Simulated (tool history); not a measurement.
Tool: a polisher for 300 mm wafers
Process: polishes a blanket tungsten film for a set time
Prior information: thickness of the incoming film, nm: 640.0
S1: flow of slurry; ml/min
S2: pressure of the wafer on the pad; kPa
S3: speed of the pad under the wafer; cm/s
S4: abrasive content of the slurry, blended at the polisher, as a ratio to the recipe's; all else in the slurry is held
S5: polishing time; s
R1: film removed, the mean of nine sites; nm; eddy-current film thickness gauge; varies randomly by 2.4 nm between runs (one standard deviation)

run 1 hour=0.0 | S1=185 S2=31.0 S3=134 S4=1.00 S5=43 | R1=357.70
run 2 hour=5.4 | S1=185 S2=31.0 S3=134 S4=1.00 S5=43 | R1=355.15
run 3 hour=10.7 | S1=185 S2=31.0 S3=122 S4=1.00 S5=43 | R1=331.38
run 4 hour=15.2 | S1=145 S2=31.0 S3=122 S4=1.00 S5=43 | R1=318.04
run 5 hour=20.2 | S1=160 S2=32.4 S3=122 S4=1.00 S5=43 | R1=331.11
run 6 hour=22.5 | S1=160 S2=32.4 S3=122 S4=0.85 S5=43 | R1=325.14

Forecast run 7:
run 7 hour=29.3 | S1=175 S2=33.1 S3=122 S4=0.85 S5=43 | R1=?

{"run 7": {"R1": 331.42}}
